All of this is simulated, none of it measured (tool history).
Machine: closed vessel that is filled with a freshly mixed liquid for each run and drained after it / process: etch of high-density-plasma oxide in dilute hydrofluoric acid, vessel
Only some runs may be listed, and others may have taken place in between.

run    day  temperature setpoint of the liquid (K)  parts of water to one part of 49 % hydrofluoric acid (parts by volume)  time in the liquid (s)  thickness taken off the high-density-plasma oxide on a monitor wafer (nm)
  1      0                                  296.15                                                                      80                     635                                                                     51.172
  2  0.083                                  296.15                                                                     100                     635                                                                     40.047
  3    0.4                                  297.65                                                                     100                     635                                                                     41.823
  4  0.588                                  299.15                                                                     100                     635                                                                     44.384
  5  0.767                                  299.15                                                                     115                     635                                                                      38.01
  6  1.008                                  299.15                                                                     135                     635                                                                     32.045

Run 7, settings as shown, results not yet in. Your forecast:
  7  1.188                                  300.15                                                                     125                     635                                                                          ?

Logged for run 7: thickness taken off the high-density-plasma oxide on a monitor wafer (nm) 36.099.
